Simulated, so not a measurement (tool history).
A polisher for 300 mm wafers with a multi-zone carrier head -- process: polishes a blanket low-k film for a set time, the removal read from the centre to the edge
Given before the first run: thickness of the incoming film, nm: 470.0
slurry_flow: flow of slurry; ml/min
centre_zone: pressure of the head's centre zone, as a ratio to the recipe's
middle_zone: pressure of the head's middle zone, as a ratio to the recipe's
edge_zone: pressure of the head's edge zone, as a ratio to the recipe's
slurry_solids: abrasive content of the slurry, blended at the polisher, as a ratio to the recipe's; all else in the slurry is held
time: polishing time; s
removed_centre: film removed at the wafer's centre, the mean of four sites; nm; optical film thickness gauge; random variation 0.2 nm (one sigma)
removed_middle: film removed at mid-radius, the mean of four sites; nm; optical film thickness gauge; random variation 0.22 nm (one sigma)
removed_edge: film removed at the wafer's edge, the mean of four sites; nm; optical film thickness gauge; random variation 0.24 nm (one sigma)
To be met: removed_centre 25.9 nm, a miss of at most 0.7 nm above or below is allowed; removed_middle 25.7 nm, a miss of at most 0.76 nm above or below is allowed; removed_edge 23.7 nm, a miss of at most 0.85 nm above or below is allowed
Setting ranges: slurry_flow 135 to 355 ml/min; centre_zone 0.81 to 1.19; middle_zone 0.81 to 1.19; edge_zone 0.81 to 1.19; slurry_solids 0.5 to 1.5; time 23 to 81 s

| run | hour | slurry_flow | centre_zone | middle_zone | edge_zone | slurry_solids | time | removed_centre | removed_middle | removed_edge |
|---|---|---|---|---|---|---|---|---|---|---|
| 1 | 0 | 225 | 1 | 1 | 1 | 1 | 52 | 16.42 | 16.85 | 17.059 |
| 2 | 7.4 | 225 | 1 | 1 | 1 | 1.1 | 52 | 17.269 | 17.611 | 17.856 |
| 3 | 9.2 | 240 | 1.03 | 1.04 | 1.03 | 1.2 | 52 | 18.707 | 19.108 | 19.127 |
| 4 | 15 | 255 | 1.06 | 1.07 | 1.04 | 1.25 | 52 | 19.829 | 20.343 | 19.583 |
| 5 | 17.7 | 265 | 1.09 | 1.09 | 1.06 | 1.3 | 52 | 20.613 | 20.546 | 20.289 |
| 6 | 24.7 | 265 | 1.09 | 1.02 | 1.06 | 1.3 | 52 | 21.162 | 19.625 | 20.837 |
| 7 | 32 | 275 | 1.11 | 1.05 | 1.06 | 1.35 | 53 | 22.317 | 21.047 | 20.908 |
| 8 | 37.3 | 280 | 1.12 | 1.08 | 1.08 | 1.4 | 53 | 22.792 | 21.942 | 21.728 |
| 9 | 40.9 | 285 | 1.13 | 1.1 | 1.09 | 1.4 | 54 | 23.77 | 22.508 | 22.006 |
|  | 43.3 | edge zone pressure recalibrated |
| 10 | 43.3 | 290 | 1.13 | 1.12 | 1.1 | 1.4 | 54 | 23.438 | 22.764 | 21.433 |
| 11 | 44.3 | 290 | 1.13 | 1.12 | 1.1 | 1.4 | 54 | 23.791 | 22.6 | 21.568 |
| 12 | 45.3 | 290 | 1.13 | 1.12 | 1.1 | 1.4 | 54 | 23.464 | 23.009 | 21.008 |
| 13 | 53.8 | 285 | 1.13 | 1.12 | 1.1 | 1.4 | 55 | 24.184 | 22.99 | 21.779 |
| 14 | 55.9 | 290 | 1.12 | 1.12 | 1.1 | 1.4 | 55 | 23.989 | 23.171 | 21.629 |
| 15 | 58.6 | 280 | 1.12 | 1.12 | 1.09 | 1.4 | 56 | 24.36 | 23.271 | 21.597 |
| 16 | 62.9 | 295 | 1.12 | 1.12 | 1.1 | 1.4 | 56 | 24.147 | 24.116 | 22.085 |
| 17 | 64.2 | 305 | 1.13 | 1.11 | 1.1 | 1.4 | 56 | 24.887 | 23.331 | 22.167 |

Which of these 4 next moves meets every target?
| A | 65.5 | 330 | 1.15 | 1.12 | 1.11 | 1.25 | 54 | ? | ? | ? |
| B | 65.5 | 310 | 1.19 | 0.95 | 1.14 | 1.15 | 58 | ? | ? | ? |
| C | 65.5 | 285 | 1.13 | 1.18 | 1.17 | 1.4 | 59 | ? | ? | ? |
| D | 65.5 | 250 | 1.05 | 0.94 | 1.18 | 1.5 | 57 | ? | ? | ? |

| move | removed_centre | removed_middle | removed_edge |
|---|---|---|---|
| A | 22.801 | 22.079 | 20.253 |
| B | 24.151 | 20.403 | 21.062 |
| C | 25.341 | 25.876 | 23.536 |
| D | 22.967 | 21.941 | 23.262 |
A: its largest miss is bigger than the last run's
B: its largest miss is bigger than the last run's
C: in spec on every target
D: its largest miss is bigger than the last run's
Answer: C

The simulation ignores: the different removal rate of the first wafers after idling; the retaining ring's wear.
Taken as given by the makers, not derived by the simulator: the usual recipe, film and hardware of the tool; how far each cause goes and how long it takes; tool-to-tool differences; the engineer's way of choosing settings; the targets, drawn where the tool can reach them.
